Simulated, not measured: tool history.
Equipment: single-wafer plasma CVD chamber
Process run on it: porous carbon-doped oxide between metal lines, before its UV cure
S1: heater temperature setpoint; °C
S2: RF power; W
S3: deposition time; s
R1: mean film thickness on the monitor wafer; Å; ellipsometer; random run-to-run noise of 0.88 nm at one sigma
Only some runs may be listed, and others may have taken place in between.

run 1 day=0.000 | S1=290 S2=380 S3=37.5 | R1=1969.0
run 2 day=0.238 | S1=299 S2=380 S3=37.5 | R1=1866.4
run 3 day=0.425 | S1=302 S2=370 S3=37.5 | R1=1777.8
run 4 day=0.767 | S1=304 S2=365 S3=37.5 | R1=1735.6
run 5 day=0.854 | S1=304 S2=365 S3=35.8 | R1=1661.6
run 6 day=0.996 | S1=305 S2=365 S3=35.8 | R1=1659.3
run 7 day=1.071 | S1=306 S2=365 S3=35.8 | R1=1626.5

What does the tool deliver on the next run?
run 8 day=1.192 | S1=307 S2=365 S3=35.8 | R1=?

{"run 8": {"R1": 1618.1}}
